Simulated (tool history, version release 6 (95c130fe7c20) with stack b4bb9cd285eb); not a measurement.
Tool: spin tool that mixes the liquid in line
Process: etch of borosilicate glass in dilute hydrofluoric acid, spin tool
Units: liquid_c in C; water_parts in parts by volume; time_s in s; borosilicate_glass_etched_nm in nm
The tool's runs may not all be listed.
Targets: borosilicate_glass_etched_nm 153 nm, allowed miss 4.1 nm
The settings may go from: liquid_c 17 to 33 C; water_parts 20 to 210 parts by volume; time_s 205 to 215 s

| run | hour | liquid_c | water_parts | time_s | borosilicate_glass_etched_nm |
|---|---|---|---|---|---|
| 1 | 0 | 25 | 115 | 205 | 58.042 |
| 2 | 7.9 | 26 | 105 | 205 | 67.04 |
| 3 | 11.3 | 23.5 | 105 | 205 | 61.069 |
| 4 | 12.7 | 24.5 | 100 | 205 | 67.102 |
| 5 | 15.7 | 24.5 | 125 | 205 | 51.789 |
| 6 | 16.6 | 24.5 | 165 | 205 | 37.886 |
| 7 | 19.7 | 25.5 | 150 | 205 | 43.321 |
| 8 | 27.7 | 26 | 135 | 205 | 50.505 |
| 9 | 33.5 | 26 | 135 | 205 | 50.263 |
| 10 | 37.7 | 26.5 | 125 | 205 | 55.578 |
| 11 | 41.6 | 27 | 115 | 205 | 61.994 |
| 12 | 48.5 | 27.5 | 105 | 205 | 70.638 |
| 13 | 55 | 28 | 100 | 205 | 77.138 |
| 14 | 63.8 | 28.5 | 95 | 205 | 82.884 |
| 15 | 71.7 | 29 | 90 | 205 | 89.545 |
| 16 | 77.3 | 29 | 90 | 205 | 89.305 |
| 17 | 77.8 | 29.5 | 85 | 205 | 95.88 |
| 18 | 81.5 | 30 | 80 | 205 | 106.09 |
| 19 | 89.4 | 30.5 | 80 | 205 | 107.76 |
| 20 | 90.3 | 31 | 75 | 205 | 120.62 |

5 next moves are on the table. One of them brings every result within its allowed miss. Which?
| A | 91.2 | 28.5 | 95 | 205 | ? |
| B | 91.2 | 30 | 60 | 215 | ? |
| C | 91.2 | 33 | 70 | 215 | ? |
| D | 91.2 | 33 | 95 | 215 | ? |
| E | 91.2 | 31.5 | 85 | 205 | ? |

| move | borosilicate_glass_etched_nm |
|---|---|
| A | 81.746 |
| B | 151.26 |
| C | 143.16 |
| D | 101.45 |
| E | 103.82 |
A: further off than the last run
B: meets every target
C: nearer than the last run, and not there yet
D: further off than the last run
E: further off than the last run
Answer: B
